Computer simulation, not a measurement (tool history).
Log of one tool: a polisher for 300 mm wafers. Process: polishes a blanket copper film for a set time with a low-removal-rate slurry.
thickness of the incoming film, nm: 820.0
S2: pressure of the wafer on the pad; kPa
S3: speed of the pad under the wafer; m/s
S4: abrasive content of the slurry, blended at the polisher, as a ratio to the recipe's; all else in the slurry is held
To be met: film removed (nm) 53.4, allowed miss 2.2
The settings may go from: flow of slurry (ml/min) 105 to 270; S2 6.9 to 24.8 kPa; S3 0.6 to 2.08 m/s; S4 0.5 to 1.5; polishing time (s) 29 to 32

Run 1, day 0: flow of slurry (ml/min) 175, S2 15.9 kPa, S3 1.34 m/s, S4 1, polishing time (s) 32. Result: film removed (nm) 119.54.
Run 2, day 0.146: flow of slurry (ml/min) 175, S2 19.3 kPa, S3 1.34 m/s, S4 1, polishing time (s) 32. Result: film removed (nm) 134.
Run 3, day 0.342: flow of slurry (ml/min) 175, S2 19.3 kPa, S3 1.34 m/s, S4 0.8, polishing time (s) 32. Result: film removed (nm) 130.93.
Run 4, day 0.579: flow of slurry (ml/min) 175, S2 17.2 kPa, S3 1.24 m/s, S4 0.8, polishing time (s) 32. Result: film removed (nm) 110.46.
Run 5, day 0.912: flow of slurry (ml/min) 175, S2 15.2 kPa, S3 1.18 m/s, S4 0.8, polishing time (s) 32. Result: film removed (nm) 97.916.
Run 6, day 1.071: flow of slurry (ml/min) 175, S2 15.2 kPa, S3 1.46 m/s, S4 0.8, polishing time (s) 32. Result: film removed (nm) 118.13.
Run 7, day 1.308: flow of slurry (ml/min) 175, S2 13.8 kPa, S3 1.34 m/s, S4 0.8, polishing time (s) 32. Result: film removed (nm) 102.47.
Run 8, day 1.583: flow of slurry (ml/min) 175, S2 13.8 kPa, S3 1.34 m/s, S4 0.8, polishing time (s) 32. Result: film removed (nm) 102.02.
Run 9, day 1.638: flow of slurry (ml/min) 175, S2 12.4 kPa, S3 1.26 m/s, S4 0.8, polishing time (s) 32. Result: film removed (nm) 86.001.
Run 10, day 1.767: flow of slurry (ml/min) 175, S2 11 kPa, S3 1.22 m/s, S4 0.8, polishing time (s) 32. Result: film removed (nm) 79.291.
Run 11, day 1.817: flow of slurry (ml/min) 175, S2 10.3 kPa, S3 1.18 m/s, S4 0.8, polishing time (s) 32. Result: film removed (nm) 73.713.
Run 12, day 1.938: flow of slurry (ml/min) 175, S2 9.7 kPa, S3 1.14 m/s, S4 0.8, polishing time (s) 32. Result: film removed (nm) 68.092.
Run 13, day 1.962: flow of slurry (ml/min) 175, S2 9 kPa, S3 1.12 m/s, S4 0.8, polishing time (s) 32. Result: film removed (nm) 62.682.

Which of these 4 next moves meets every target?
Run A, day 1.988: flow of slurry (ml/min) 145, S2 9 kPa, S3 1.14 m/s, S4 0.8, polishing time (s) 29. Result: film removed (nm) ?.
Run B, day 1.988: flow of slurry (ml/min) 155, S2 9.7 kPa, S3 1.08 m/s, S4 0.9, polishing time (s) 30. Result: film removed (nm) ?.
Run C, day 1.988: flow of slurry (ml/min) 205, S2 9.7 kPa, S3 0.84 m/s, S4 0.9, polishing time (s) 32. Result: film removed (nm) ?.
Run D, day 1.988: flow of slurry (ml/min) 170, S2 10.3 kPa, S3 1.1 m/s, S4 0.7, polishing time (s) 32. Result: film removed (nm) ?.

move  film removed (nm)
   A              57.75
   B             61.543
   C             53.986
   D             67.752
A: nearer than the last run, and not there yet
B: nearer than the last run, and not there yet
C: meets every target
D: further off than the last run
Move C is the one to make.

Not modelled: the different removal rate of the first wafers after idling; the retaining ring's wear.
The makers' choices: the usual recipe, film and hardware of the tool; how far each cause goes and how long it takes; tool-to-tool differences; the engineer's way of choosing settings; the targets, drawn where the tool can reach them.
